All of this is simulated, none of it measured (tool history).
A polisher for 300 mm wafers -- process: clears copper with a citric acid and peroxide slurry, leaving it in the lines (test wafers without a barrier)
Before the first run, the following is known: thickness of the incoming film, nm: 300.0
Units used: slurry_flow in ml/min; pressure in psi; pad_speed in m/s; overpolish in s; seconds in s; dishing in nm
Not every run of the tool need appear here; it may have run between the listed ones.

run	hour	slurry_flow	pressure	pad_speed	slurry_solids	overpolish	seconds	dishing
1	0	215	2.8	1.02	1	18	121.56	30.255
2	1.6	215	2.8	1.02	1	13	122.13	23.062
3	5	205	2.5	1.02	1	18	135.43	26.882
4	12.9	205	2.1	1.02	1	18	161.51	23.272
5	18.9	200	2	1.02	1	21	173.55	25.349
6	19.7	200	2	1.02	1	23	168.64	27.938

Run 7, settings as shown, results not yet in. Your forecast:
# hour 23: head pressure recalibrated
7	23	195	2	1.02	1	25	?	?

{"run 7": {"seconds": 162.1, "dishing": 31.194}}
